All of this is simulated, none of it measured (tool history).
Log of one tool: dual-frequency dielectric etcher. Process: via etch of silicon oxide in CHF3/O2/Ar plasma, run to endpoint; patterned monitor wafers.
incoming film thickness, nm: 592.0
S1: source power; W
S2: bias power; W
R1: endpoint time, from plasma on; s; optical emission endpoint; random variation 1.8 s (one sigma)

run	hour	S1	S2	R1
1	0.0	460	175	351.61
2	4.2	460	164	359.44
3	6.0	460	178	342.17
4	10.4	460	189	336.18
5	18.2	490	191	329.06
6	19.1	510	194	323.15
7	23.2	530	197	309.81
# hour 25.5: bias power generator calibrated
8	25.5	540	198	299.31

The next listed run, before its measurement:
9	27.6	550	198	?

Run 9 gave R1 302.25 s.

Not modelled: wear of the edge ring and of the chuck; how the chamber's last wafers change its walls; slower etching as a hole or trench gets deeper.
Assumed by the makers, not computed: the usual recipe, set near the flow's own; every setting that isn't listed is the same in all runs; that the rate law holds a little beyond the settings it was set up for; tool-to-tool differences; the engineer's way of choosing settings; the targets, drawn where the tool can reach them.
